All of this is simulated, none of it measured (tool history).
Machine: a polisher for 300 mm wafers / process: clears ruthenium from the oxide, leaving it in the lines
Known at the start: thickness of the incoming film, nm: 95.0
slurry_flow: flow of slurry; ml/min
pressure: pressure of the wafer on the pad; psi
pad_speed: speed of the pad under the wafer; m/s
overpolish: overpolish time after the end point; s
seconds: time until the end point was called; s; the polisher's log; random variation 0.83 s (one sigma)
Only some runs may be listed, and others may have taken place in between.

run	hour	slurry_flow	pressure	pad_speed	overpolish	seconds
1	0.0	250	2.1	0.98	20	91.457
2	1.7	215	2.1	0.98	20	92.614
3	4.7	215	1.6	0.98	20	116.490
4	10.7	215	1.2	0.98	20	154.820
5	11.6	215	1.2	1.14	20	136.250
6	14.2	215	1.2	1.14	21	137.780
7	20.6	215	1.3	1.14	21	129.190
8	24.0	215	1.4	1.14	21	122.060
9	30.3	215	1.5	1.14	21	115.330
10	33.1	215	1.6	1.14	21	109.830
11	38.5	215	1.7	1.14	21	103.680
# hour 45.5: slurry nozzle cleaned
12	45.5	215	1.8	1.14	21	90.666

What does the tool deliver on the next run?
13	48.0	215	1.9	1.14	21	?

{"run 13": {"seconds": 86.415}}

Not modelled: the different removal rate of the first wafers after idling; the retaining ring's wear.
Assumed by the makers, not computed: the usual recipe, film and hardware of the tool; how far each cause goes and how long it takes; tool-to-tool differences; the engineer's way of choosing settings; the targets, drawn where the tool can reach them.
